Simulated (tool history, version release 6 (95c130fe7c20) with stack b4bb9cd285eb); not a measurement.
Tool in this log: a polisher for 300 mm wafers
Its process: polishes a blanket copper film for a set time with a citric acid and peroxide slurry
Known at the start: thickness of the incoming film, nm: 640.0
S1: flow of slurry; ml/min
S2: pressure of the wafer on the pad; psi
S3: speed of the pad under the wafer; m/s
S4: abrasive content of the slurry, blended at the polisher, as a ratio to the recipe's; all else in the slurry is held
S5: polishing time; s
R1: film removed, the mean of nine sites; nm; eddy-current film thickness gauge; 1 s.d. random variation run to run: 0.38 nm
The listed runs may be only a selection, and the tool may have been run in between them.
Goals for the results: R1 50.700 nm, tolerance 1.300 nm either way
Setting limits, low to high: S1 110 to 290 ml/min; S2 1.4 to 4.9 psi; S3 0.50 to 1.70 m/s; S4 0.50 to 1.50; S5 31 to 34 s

run	day	S1	S2	S3	S4	S5	R1
1	0.000	185	3.1	1.10	1.00	34	77.016
2	0.129	140	3.1	1.10	1.00	34	71.717
3	0.304	135	3.0	1.10	1.00	34	70.723
4	0.538	135	2.9	1.10	1.00	34	68.411
5	0.775	135	2.9	1.10	1.00	31	62.391
6	0.871	135	2.8	1.10	1.00	31	60.489
7	1.021	125	2.2	1.10	1.00	31	48.493
8	1.354	150	2.3	1.10	1.00	31	52.840
9	1.388	145	2.3	1.10	1.00	31	52.478

Below are 4 possible settings for the next run. Only one of them brings all results inside the allowed miss of their targets. Which is it?
A	1.421	125	1.7	1.34	1.00	34	?
B	1.421	135	2.1	1.14	0.95	34	?
C	1.421	130	2.0	1.12	0.85	34	?
D	1.421	110	1.8	1.16	1.10	34	?

move	R1
A	54.728
B	54.942
C	50.484
D	48.194
A: moves away from the targets compared with the last run
B: moves away from the targets compared with the last run
C: in spec on every target
D: the result that was furthest off in the last run now lies on the other side of its target
C is the move that brings every result within its allowed miss.

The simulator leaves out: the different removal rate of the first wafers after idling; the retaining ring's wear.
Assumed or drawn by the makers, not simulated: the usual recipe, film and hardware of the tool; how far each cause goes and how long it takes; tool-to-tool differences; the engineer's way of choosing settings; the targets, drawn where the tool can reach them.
